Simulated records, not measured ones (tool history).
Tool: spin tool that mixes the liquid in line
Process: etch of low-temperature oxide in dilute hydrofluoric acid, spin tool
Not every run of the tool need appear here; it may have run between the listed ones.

run	day	temperature setpoint of the liquid (°C)	parts of water to one part of 49 % hydrofluoric acid (parts by volume)	time under the liquid (s)	thickness taken off the low-temperature oxide on a monitor wafer (nm)
1	0.000	22.0	185	30	3.5121
2	0.054	22.0	185	20	2.3172
3	0.358	22.0	185	20	2.3158
4	0.458	22.0	185	30	3.4356
5	0.500	20.5	195	30	3.0617
6	0.762	17.5	195	30	2.7329

Expected results for the next run?
7	1.079	17.5	200	30	?

For run 7 the tool returned thickness taken off the low-temperature oxide on a monitor wafer (nm) 2.6409.
